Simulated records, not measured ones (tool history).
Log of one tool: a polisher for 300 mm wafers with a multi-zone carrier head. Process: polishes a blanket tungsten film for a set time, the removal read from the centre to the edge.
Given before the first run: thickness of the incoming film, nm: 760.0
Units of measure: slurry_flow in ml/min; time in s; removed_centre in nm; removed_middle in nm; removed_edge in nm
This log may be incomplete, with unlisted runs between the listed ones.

| run | hour | slurry_flow | centre_zone | middle_zone | edge_zone | slurry_solids | time | removed_centre | removed_middle | removed_edge |
|---|---|---|---|---|---|---|---|---|---|---|
| 1 | 0 | 195 | 1 | 1 | 1 | 1 | 56 | 282.28 | 275.8 | 282.08 |
| 2 | 4.4 | 195 | 0.95 | 1 | 1 | 1 | 56 | 270.86 | 272.11 | 283.5 |
| 3 | 6 | 195 | 0.95 | 1 | 1 | 1 | 69 | 330 | 338.47 | 344.74 |
| 4 | 11.6 | 195 | 0.95 | 0.93 | 1 | 1 | 69 | 331.76 | 318.53 | 348.21 |
| 5 | 15.8 | 185 | 0.92 | 0.99 | 0.94 | 0.85 | 64 | 283.07 | 296.3 | 298.81 |
| 6 | 20.1 | 180 | 0.9 | 1.02 | 0.9 | 0.75 | 60 | 256.47 | 277.78 | 270.66 |

Run 7 is up next; what results do you expect?
| 7 | 28.5 | 175 | 0.89 | 1.05 | 0.87 | 0.65 | 57 | ? | ? | ? |

removed_centre: 228.92 nm
removed_middle: 260.5 nm
removed_edge: 246.13 nm

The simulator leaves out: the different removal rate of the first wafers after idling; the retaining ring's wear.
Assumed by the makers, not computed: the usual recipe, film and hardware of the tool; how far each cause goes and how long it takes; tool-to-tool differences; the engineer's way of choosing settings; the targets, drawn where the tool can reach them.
